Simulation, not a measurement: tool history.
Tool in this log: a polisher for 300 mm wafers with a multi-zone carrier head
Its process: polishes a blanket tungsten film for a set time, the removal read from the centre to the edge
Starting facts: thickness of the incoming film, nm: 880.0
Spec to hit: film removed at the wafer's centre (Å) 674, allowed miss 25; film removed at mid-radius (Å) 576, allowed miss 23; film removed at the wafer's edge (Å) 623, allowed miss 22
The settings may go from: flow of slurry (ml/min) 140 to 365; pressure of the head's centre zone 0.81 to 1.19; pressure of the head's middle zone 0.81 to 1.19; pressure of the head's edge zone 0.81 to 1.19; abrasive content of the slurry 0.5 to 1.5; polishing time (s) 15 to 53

run,hour,flow of slurry (ml/min),pressure of the head's centre zone,pressure of the head's middle zone,pressure of the head's edge zone,abrasive content of the slurry,polishing time (s),film removed at the wafer's centre (Å),film removed at mid-radius (Å),film removed at the wafer's edge (Å)
1,0,235,1,1,1,1,34,1165,1165,1104.4
2,2.8,230,1,0.97,0.99,0.9,32,1064,1019.8,1052.4
3,5.1,230,0.95,0.97,0.99,0.9,32,1029.8,1012.9,1028.5
4,8.7,230,0.95,0.97,0.95,0.9,32,995.71,1017.3,1009
5,12.4,230,0.95,0.97,1.01,0.9,32,1029.5,1010.8,1043.4
6,18.9,230,0.95,0.97,1.01,1.1,32,1083.1,1084.6,1071.3
7,19.5,235,0.98,0.97,0.99,1,29,977.67,943.73,959.71
8,24.7,240,1,0.97,0.98,0.95,27,909.44,883.77,880.92
9,26.7,245,1.02,0.96,0.97,0.9,26,886.75,822.28,835.05
10,31,250,1.02,0.95,0.95,0.85,25,848.91,773.59,768.18
11,31.6,245,1.01,0.93,0.94,0.8,25,812.13,755.99,761.61
12,34,245,1.01,0.91,0.93,0.75,25,796.31,738.73,766.88
13,39.3,245,1.02,0.9,0.92,0.7,24,764.85,682.19,695.79
14,46.5,240,1.02,0.89,0.91,0.65,24,751.71,681.69,690.43
15,48.4,240,1.02,0.89,0.91,0.65,24,746.5,674.16,703.43
16,57.2,210,1.01,0.81,0.83,0.5,22,629,546.48,576.59
17,63.8,210,1.01,0.81,0.83,0.5,22,636.56,543.79,568.44
18,70.1,215,1.01,0.81,0.84,0.5,22,640.29,534.81,574.3
19,72.7,220,1.01,0.82,0.85,0.5,22,632.61,536.83,584.78
20,78.6,225,1.01,0.83,0.86,0.5,22,639.96,546,578.78
21,84.1,235,1,0.83,0.93,0.7,22,691.01,586.73,644.38
22,89.5,235,1,0.83,0.92,0.7,22,686.07,602.11,649.29
23,91.8,230,1,0.83,0.92,0.7,22,676.41,591.03,651.63

Which single option among these 5 for the next run brings every result within its allowed miss of target? Just one does.
A,94.1,230,1.05,0.83,1.03,0.55,23,?,?,?
B,94.1,230,1,0.81,0.95,0.6,23,?,?,?
C,94.1,145,1,0.81,0.83,0.5,25,?,?,?
D,94.1,190,0.96,0.93,0.99,0.6,23,?,?,?
E,94.1,140,0.97,0.87,1.01,0.95,22,?,?,?

move,film removed at the wafer's centre (Å),film removed at mid-radius (Å),film removed at the wafer's edge (Å)
A,709.63,581.02,676.54
B,692.81,582.51,666.68
C,675.56,572.17,630.46
D,651.97,628.66,665.97
E,665.85,609.61,692.25
A: lands further from the targets than the last run did
B: lands further from the targets than the last run did
C: every result within its allowed miss
D: lands further from the targets than the last run did
E: lands further from the targets than the last run did
The right move is C.

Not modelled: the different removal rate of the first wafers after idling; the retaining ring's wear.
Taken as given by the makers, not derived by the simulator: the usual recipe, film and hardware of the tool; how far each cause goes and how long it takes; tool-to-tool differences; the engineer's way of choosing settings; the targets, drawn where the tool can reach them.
